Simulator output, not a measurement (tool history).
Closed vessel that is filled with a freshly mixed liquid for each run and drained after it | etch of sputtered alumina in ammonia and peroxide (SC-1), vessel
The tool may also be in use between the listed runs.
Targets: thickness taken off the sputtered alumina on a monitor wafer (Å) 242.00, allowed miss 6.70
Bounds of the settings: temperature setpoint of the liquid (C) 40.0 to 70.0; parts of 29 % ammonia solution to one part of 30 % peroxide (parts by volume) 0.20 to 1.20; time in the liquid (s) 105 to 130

run    day  temperature setpoint of the liquid (C)  parts of 29 % ammonia solution to one part of 30 % peroxide (parts by volume)  time in the liquid (s)  thickness taken off the sputtered alumina on a monitor wafer (Å)
  1  0.000                                    56.0                                                                           0.85                     130                                                            190.89
  2  0.229                                    56.5                                                                           0.85                     130                                                            192.96
  3  0.538                                    57.0                                                                           0.85                     130                                                            201.45
  4  0.725                                    57.5                                                                           0.85                     130                                                            206.98
  5  0.942                                    57.5                                                                           1.10                     130                                                            210.30
  6  1.188                                    57.5                                                                           1.10                     105                                                            170.74
  7  1.492                                    58.5                                                                           1.10                     105                                                            177.62
  8  1.700                                    65.5                                                                           1.10                     105                                                            256.23

5 next moves are on the table. One of them brings every result within its allowed miss. Which?
  A  1.908                                    65.5                                                                           1.15                     110                                                                 ?
  B  1.908                                    62.0                                                                           1.10                     120                                                                 ?
  C  1.908                                    62.5                                                                           1.20                     125                                                                 ?
  D  1.908                                    65.5                                                                           1.20                     105                                                                 ?
  E  1.908                                    61.5                                                                           1.20                     130                                                                 ?

move  thickness taken off the sputtered alumina on a monitor wafer (Å)
   A                                                            270.00
   B                                                            246.21
   C                                                            265.20
   D                                                            258.76
   E                                                            262.20
A: further off than the last run
B: meets every target
C: further off than the last run
D: further off than the last run
E: further off than the last run
Answer: B
